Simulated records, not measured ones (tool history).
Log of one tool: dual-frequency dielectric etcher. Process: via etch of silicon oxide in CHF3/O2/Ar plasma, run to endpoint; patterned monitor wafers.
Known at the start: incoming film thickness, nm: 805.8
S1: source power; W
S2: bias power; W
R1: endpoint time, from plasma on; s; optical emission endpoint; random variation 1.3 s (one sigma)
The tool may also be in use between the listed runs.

run,day,S1,S2,R1
1,0.000,850,232,334.83
2,0.225,780,226,352.25
3,0.575,730,225,361.36
4,0.771,680,224,372.63
5,0.962,760,224,356.57
6,1.117,660,224,378.60
7,1.350,640,224,382.71
8,1.429,510,221,424.63

Run 9 comes next. What will it give?
9,1.650,590,222,?

Run 9 gave R1 400.00 s.
